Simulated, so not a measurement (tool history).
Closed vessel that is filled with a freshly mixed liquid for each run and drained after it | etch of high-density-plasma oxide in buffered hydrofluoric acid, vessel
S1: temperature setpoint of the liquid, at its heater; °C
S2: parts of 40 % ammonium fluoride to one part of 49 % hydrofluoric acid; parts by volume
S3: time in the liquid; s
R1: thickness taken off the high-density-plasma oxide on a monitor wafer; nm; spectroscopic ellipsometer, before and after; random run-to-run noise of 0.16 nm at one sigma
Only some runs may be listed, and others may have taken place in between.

run	hour	S1	S2	S3	R1
1	0	25	15.5	30	39.097
2	1.4	23	16	30	33.944
3	9.5	23	16	30	33.525
4	16.7	21.5	16.5	30	29.743
5	20.7	21.5	16.5	30	30.279
6	22.6	24	16.5	30	34.889
7	31.2	22	17	30	30.538
8	39.3	22	17	30	29.933
9	48.4	20.5	17	30	27.705
10	56.9	19.5	17.5	30	25.356

What will run 11 give?
11	57.8	19	17.5	30	?

{"run 11": {"R1": 24.513}}

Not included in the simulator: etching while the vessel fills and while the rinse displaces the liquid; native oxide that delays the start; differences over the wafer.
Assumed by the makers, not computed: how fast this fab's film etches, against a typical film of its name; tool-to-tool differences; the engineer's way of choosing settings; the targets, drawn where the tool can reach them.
